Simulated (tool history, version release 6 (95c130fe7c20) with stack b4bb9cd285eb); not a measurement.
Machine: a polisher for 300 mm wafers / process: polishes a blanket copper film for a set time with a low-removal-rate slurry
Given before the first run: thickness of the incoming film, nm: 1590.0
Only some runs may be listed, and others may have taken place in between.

| run | hour | flow of slurry (ml/min) | pressure of the wafer on the pad (kPa) | speed of the pad under the wafer (cm/s) | abrasive content of the slurry | polishing time (s) | film removed (Å) |
|---|---|---|---|---|---|---|---|
| 1 | 0 | 130 | 22.8 | 104 | 1 | 40 | 1322.3 |
| 2 | 4 | 135 | 25.5 | 106 | 1 | 40 | 1503.8 |
| 3 | 6.6 | 120 | 25.5 | 106 | 1 | 40 | 1493.4 |
| 4 | 8.6 | 120 | 25.5 | 106 | 1 | 40 | 1477.1 |
| 5 | 16.8 | 120 | 25.5 | 106 | 1 | 35 | 1315.3 |
| 6 | 17.6 | 130 | 27.6 | 112 | 1 | 35 | 1484.3 |
| 7 | 25.8 | 130 | 29.6 | 122 | 1 | 35 | 1769.6 |

Run 8 is up next; what results do you expect?
| 8 | 29.8 | 130 | 31 | 128 | 1 | 35 | ? |

Run 8 came out at film removed (Å) 1916.6.

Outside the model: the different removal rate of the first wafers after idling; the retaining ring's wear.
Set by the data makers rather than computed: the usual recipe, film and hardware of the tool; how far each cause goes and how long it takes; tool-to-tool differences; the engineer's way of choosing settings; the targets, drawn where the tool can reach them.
